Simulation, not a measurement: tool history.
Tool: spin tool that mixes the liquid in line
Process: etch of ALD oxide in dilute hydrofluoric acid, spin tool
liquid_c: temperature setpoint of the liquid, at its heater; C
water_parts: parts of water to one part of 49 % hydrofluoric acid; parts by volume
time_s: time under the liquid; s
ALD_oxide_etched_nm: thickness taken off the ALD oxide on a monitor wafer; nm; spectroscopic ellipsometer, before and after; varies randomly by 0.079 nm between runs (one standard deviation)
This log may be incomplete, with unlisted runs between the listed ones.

| run | day | liquid_c | water_parts | time_s | ALD_oxide_etched_nm |
|---|---|---|---|---|---|
| 1 | 0 | 25 | 195 | 280 | 20.747 |
| 2 | 0.129 | 25 | 195 | 280 | 20.785 |
| 3 | 0.479 | 28 | 195 | 280 | 23.11 |
| 4 | 0.542 | 27 | 195 | 280 | 22.438 |
| 5 | 0.617 | 26 | 195 | 280 | 21.641 |
| 6 | 0.746 | 26 | 195 | 280 | 21.62 |
| 7 | 0.812 | 25 | 195 | 280 | 20.767 |

Run 8 comes next. What will it give?
| 8 | 1.096 | 21 | 205 | 280 | ? |

Run 8 gave ALD_oxide_etched_nm 16.8 nm.
